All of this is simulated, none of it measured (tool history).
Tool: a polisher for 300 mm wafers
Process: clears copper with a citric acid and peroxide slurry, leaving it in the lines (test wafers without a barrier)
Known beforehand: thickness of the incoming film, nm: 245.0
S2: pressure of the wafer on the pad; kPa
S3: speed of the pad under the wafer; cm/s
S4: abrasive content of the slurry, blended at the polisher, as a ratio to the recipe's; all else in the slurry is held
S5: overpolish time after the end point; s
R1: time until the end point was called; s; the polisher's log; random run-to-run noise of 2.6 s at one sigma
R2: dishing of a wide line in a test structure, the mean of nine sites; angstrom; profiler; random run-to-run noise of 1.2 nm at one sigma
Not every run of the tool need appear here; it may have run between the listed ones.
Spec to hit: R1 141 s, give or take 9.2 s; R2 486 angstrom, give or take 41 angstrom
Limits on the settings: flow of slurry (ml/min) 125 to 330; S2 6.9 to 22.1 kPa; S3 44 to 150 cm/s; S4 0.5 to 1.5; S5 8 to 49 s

{"run": 1, "day": 0.0, "flow of slurry (ml/min)": 210, "S2": 14.5, "S3": 96, "S4": 1, "S5": 25, "R1": 180.83, "R2": 253.33}
{"run": 2, "day": 0.288, "flow of slurry (ml/min)": 210, "S2": 14.5, "S3": 72, "S4": 1, "S5": 25, "R1": 221.33, "R2": 198.29}
{"run": 3, "day": 0.542, "flow of slurry (ml/min)": 210, "S2": 16.5, "S3": 72, "S4": 1, "S5": 25, "R1": 204.78, "R2": 218.9}
{"run": 4, "day": 0.912, "flow of slurry (ml/min)": 210, "S2": 17.2, "S3": 76, "S4": 1, "S5": 27, "R1": 191.88, "R2": 263.94}
{"run": 5, "day": 1.217, "flow of slurry (ml/min)": 210, "S2": 18.6, "S3": 76, "S4": 1, "S5": 27, "R1": 182.49, "R2": 273.26}
{"run": 6, "day": 1.354, "flow of slurry (ml/min)": 250, "S2": 18.6, "S3": 76, "S4": 1, "S5": 27, "R1": 174.03, "R2": 269.95}
{"run": 7, "day": 1.438, "flow of slurry (ml/min)": 245, "S2": 18.6, "S3": 80, "S4": 1, "S5": 28, "R1": 165.49, "R2": 297.89}
{"run": 8, "day": 1.592, "flow of slurry (ml/min)": 240, "S2": 18.6, "S3": 82, "S4": 1, "S5": 29, "R1": 158.79, "R2": 325.79}
{"run": 9, "day": 1.75, "flow of slurry (ml/min)": 235, "S2": 18.6, "S3": 82, "S4": 1, "S5": 30, "R1": 167.97, "R2": 340.31}
{"day": 1.825, "done": "slurry blender recalibrated"}
{"run": 10, "day": 1.825, "flow of slurry (ml/min)": 235, "S2": 19.3, "S3": 82, "S4": 1, "S5": 30, "R1": 150.2, "R2": 359.94}
{"run": 11, "day": 2.038, "flow of slurry (ml/min)": 235, "S2": 19.3, "S3": 82, "S4": 1, "S5": 31, "R1": 144.24, "R2": 365.02}
{"run": 12, "day": 2.112, "flow of slurry (ml/min)": 230, "S2": 18.6, "S3": 82, "S4": 1, "S5": 33, "R1": 150.25, "R2": 393.01}
{"run": 13, "day": 2.254, "flow of slurry (ml/min)": 225, "S2": 18.6, "S3": 82, "S4": 1, "S5": 34, "R1": 150.68, "R2": 404.25}
{"run": 14, "day": 2.6, "flow of slurry (ml/min)": 215, "S2": 19.3, "S3": 82, "S4": 1, "S5": 36, "R1": 149.58, "R2": 417.33}
{"run": 15, "day": 2.667, "flow of slurry (ml/min)": 215, "S2": 19.3, "S3": 82, "S4": 1, "S5": 36, "R1": 147.51, "R2": 419.74}
{"run": 16, "day": 2.729, "flow of slurry (ml/min)": 215, "S2": 19.3, "S3": 82, "S4": 1, "S5": 37, "R1": 148.9, "R2": 422.31}
{"run": 17, "day": 2.783, "flow of slurry (ml/min)": 215, "S2": 19.3, "S3": 82, "S4": 1, "S5": 38, "R1": 142.26, "R2": 430.64}

Pick the move, out of 5, that brings all results within their allowed miss; only one does.
{"run": "A", "day": 2.838, "flow of slurry (ml/min)": 200, "S2": 20.7, "S3": 80, "S4": 0.95, "S5": 34, "R1": "?", "R2": "?"}
{"run": "B", "day": 2.838, "flow of slurry (ml/min)": 230, "S2": 21.4, "S3": 68, "S4": 1.05, "S5": 33, "R1": "?", "R2": "?"}
{"run": "C", "day": 2.838, "flow of slurry (ml/min)": 290, "S2": 15.2, "S3": 94, "S4": 1.35, "S5": 30, "R1": "?", "R2": "?"}
{"run": "D", "day": 2.838, "flow of slurry (ml/min)": 165, "S2": 16.5, "S3": 102, "S4": 0.95, "S5": 43, "R1": "?", "R2": "?"}
{"run": "E", "day": 2.838, "flow of slurry (ml/min)": 165, "S2": 20.7, "S3": 92, "S4": 0.85, "S5": 29, "R1": "?", "R2": "?"}

move=A R1=142.38 R2=396.24
move=B R1=152.46 R2=364.15
move=C R1=139.72 R2=356.65
move=D R1=141.07 R2=482
move=E R1=132.99 R2=365.79
A: misses by more than the last run did
B: misses by more than the last run did
C: misses by more than the last run did
D: each result inside its tolerance
E: misses by more than the last run did
Move D is the one to make.

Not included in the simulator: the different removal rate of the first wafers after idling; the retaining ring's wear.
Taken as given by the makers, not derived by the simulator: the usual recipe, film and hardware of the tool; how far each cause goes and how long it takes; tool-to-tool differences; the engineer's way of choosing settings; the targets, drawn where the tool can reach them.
